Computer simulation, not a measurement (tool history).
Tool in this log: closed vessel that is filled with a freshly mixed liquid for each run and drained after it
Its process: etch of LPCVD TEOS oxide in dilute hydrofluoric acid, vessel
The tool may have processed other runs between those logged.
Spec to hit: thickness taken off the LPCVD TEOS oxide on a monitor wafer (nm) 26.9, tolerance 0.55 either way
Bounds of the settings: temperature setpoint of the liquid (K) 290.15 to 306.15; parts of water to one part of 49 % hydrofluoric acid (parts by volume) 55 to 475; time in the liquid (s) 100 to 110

run	day	temperature setpoint of the liquid (K)	parts of water to one part of 49 % hydrofluoric acid (parts by volume)	time in the liquid (s)	thickness taken off the LPCVD TEOS oxide on a monitor wafer (nm)
1	0	298.15	265	100	10.251
2	0.025	298.15	310	100	8.2963
3	0.162	298.15	310	100	8.4018
4	0.458	298.15	310	110	9.2576
5	0.642	299.65	310	110	9.728
6	0.875	301.15	260	110	12.858
7	1.121	302.15	225	110	15.906
8	1.338	303.15	200	110	19.166
9	1.629	304.15	185	110	21.724
10	1.754	304.65	175	110	23.622
11	1.817	305.15	170	110	25.043
12	1.954	305.65	170	110	25.706
13	2.25	306.15	170	110	25.748

5 next moves are on the table. One of them brings every result within its allowed miss. Which?
A	2.546	304.65	160	100	?
B	2.546	303.15	150	110	?
C	2.546	306.15	180	110	?
D	2.546	305.65	170	105	?
E	2.546	306.15	175	110	?

move	thickness taken off the LPCVD TEOS oxide on a monitor wafer (nm)
A	24.163
B	27.238
C	24.225
D	24.394
E	25.085
A: misses by more than the last run did
B: all results in spec
C: misses by more than the last run did
D: misses by more than the last run did
E: misses by more than the last run did
B meets every target.

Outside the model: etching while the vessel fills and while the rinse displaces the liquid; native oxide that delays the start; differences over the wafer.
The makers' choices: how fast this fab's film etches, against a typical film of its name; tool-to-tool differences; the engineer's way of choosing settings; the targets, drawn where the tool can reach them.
